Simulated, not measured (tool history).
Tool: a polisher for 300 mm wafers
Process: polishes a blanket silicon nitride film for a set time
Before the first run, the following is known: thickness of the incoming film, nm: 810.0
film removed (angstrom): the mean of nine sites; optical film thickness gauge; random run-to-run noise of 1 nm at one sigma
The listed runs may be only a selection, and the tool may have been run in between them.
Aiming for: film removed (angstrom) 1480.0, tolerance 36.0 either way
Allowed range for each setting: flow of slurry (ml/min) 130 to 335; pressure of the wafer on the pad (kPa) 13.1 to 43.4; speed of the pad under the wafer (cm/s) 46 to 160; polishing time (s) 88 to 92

run	hour	flow of slurry (ml/min)	pressure of the wafer on the pad (kPa)	speed of the pad under the wafer (cm/s)	polishing time (s)	film removed (angstrom)
1	0.0	215	28.3	102	88	2186.9
2	8.2	260	28.3	102	88	2236.7
3	10.9	225	28.3	102	88	2148.1
4	17.4	265	28.3	102	88	2223.1
5	26.3	260	25.5	102	88	2050.8
6	34.7	250	23.4	102	88	1893.8
7	39.3	240	22.1	102	88	1797.0
8	45.6	230	20.7	102	88	1705.4
9	53.2	220	20.0	102	88	1657.4
10	55.0	215	19.3	102	88	1593.7
11	58.2	205	19.3	102	88	1588.1

Exactly one of the 4 candidate moves below puts every result within its allowed miss. Which one?
A	61.4	205	30.3	60	92	?
B	61.4	190	22.8	90	88	?
C	61.4	205	19.3	104	92	?
D	61.4	130	17.9	106	92	?

move	film removed (angstrom)
A	1571.7
B	1624.1
C	1694.7
D	1492.7
A: moves toward the targets from the last run without getting all of them in spec
B: the biggest miss grows against the last run
C: the biggest miss grows against the last run
D: every result within its allowed miss
Correct choice: D, which meets every target

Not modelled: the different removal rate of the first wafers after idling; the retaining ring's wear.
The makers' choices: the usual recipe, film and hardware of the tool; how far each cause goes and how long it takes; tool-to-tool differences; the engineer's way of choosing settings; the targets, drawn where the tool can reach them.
